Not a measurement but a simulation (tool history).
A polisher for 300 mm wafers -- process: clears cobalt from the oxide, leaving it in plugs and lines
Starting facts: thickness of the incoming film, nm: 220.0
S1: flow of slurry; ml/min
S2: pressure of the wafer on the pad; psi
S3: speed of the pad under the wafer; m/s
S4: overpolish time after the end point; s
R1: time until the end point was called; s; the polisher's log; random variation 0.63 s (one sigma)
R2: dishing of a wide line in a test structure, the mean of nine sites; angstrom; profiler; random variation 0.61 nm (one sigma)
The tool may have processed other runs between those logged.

Run 1, hour 0.0: S1 305 ml/min, S2 1.5 psi, S3 0.84 m/s, S4 20 s. Result: R1 53.657 s, R2 485.63 angstrom.
Run 2, hour 1.2: S1 305 ml/min, S2 1.5 psi, S3 0.84 m/s, S4 21 s. Result: R1 53.184 s, R2 500.43 angstrom.
Run 3, hour 4.2: S1 305 ml/min, S2 1.4 psi, S3 0.84 m/s, S4 22 s. Result: R1 58.197 s, R2 499.58 angstrom.
Run 4, hour 6.3: S1 305 ml/min, S2 1.4 psi, S3 0.84 m/s, S4 14 s. Result: R1 57.904 s, R2 374.49 angstrom.
Run 5, hour 8.0: S1 240 ml/min, S2 1.4 psi, S3 0.84 m/s, S4 14 s. Result: R1 60.365 s, R2 362.11 angstrom.
Run 6, hour 9.9: S1 240 ml/min, S2 1.4 psi, S3 0.84 m/s, S4 16 s. Result: R1 59.614 s, R2 402.66 angstrom.
Run 7, hour 12.1: S1 235 ml/min, S2 1.4 psi, S3 0.84 m/s, S4 18 s. Result: R1 59.453 s, R2 434.45 angstrom.
Run 8, hour 14.4: S1 235 ml/min, S2 1.4 psi, S3 0.84 m/s, S4 18 s. Result: R1 60.272 s, R2 435.76 angstrom.
Run 9, hour 19.9: S1 230 ml/min, S2 1.4 psi, S3 0.84 m/s, S4 19 s. Result: R1 58.851 s, R2 447.76 angstrom.
Run 10, hour 22.7: S1 230 ml/min, S2 1.4 psi, S3 0.84 m/s, S4 20 s. Result: R1 59.222 s, R2 461.94 angstrom.
Run 11, hour 25.2: S1 230 ml/min, S2 1.4 psi, S3 0.84 m/s, S4 21 s. Result: R1 60.700 s, R2 477.70 angstrom.
Run 12, hour 28.9: S1 225 ml/min, S2 1.4 psi, S3 0.84 m/s, S4 22 s. Result: R1 59.093 s, R2 488.25 angstrom.

Run 13 is up next; what results do you expect?
Run 13, hour 34.6: S1 225 ml/min, S2 1.4 psi, S3 0.84 m/s, S4 23 s. Result: R1 ?, R2 ?.

R1: 59.855 s
R2: 501.36 angstrom

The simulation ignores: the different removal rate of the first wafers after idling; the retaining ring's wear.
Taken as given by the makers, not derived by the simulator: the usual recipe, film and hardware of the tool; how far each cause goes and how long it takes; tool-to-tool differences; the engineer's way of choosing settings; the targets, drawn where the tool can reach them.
